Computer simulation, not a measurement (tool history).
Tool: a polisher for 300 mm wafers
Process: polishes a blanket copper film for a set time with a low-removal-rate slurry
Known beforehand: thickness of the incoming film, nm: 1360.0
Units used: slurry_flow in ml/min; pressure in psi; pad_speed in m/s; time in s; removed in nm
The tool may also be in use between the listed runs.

run 1 hour=0.0 | slurry_flow=290 pressure=2.7 pad_speed=1.18 slurry_solids=1.0 time=111 | removed=424.42
run 2 hour=6.0 | slurry_flow=290 pressure=2.7 pad_speed=1.18 slurry_solids=1.0 time=111 | removed=420.39
run 3 hour=10.9 | slurry_flow=290 pressure=2.3 pad_speed=1.08 slurry_solids=1.0 time=111 | removed=324.73
run 4 hour=16.5 | slurry_flow=290 pressure=2.3 pad_speed=1.08 slurry_solids=1.0 time=111 | removed=332.45
run 5 hour=22.7 | slurry_flow=290 pressure=2.3 pad_speed=0.92 slurry_solids=1.0 time=111 | removed=285.11
run 6 hour=31.5 | slurry_flow=290 pressure=2.0 pad_speed=0.90 slurry_solids=1.0 time=111 | removed=243.70
run 7 hour=37.3 | slurry_flow=290 pressure=1.8 pad_speed=0.90 slurry_solids=1.0 time=111 | removed=216.85

Run 8 comes next. What will it give?
run 8 hour=44.0 | slurry_flow=290 pressure=1.7 pad_speed=0.90 slurry_solids=1.0 time=111 | removed=?

{"run 8": {"removed": 207.43}}

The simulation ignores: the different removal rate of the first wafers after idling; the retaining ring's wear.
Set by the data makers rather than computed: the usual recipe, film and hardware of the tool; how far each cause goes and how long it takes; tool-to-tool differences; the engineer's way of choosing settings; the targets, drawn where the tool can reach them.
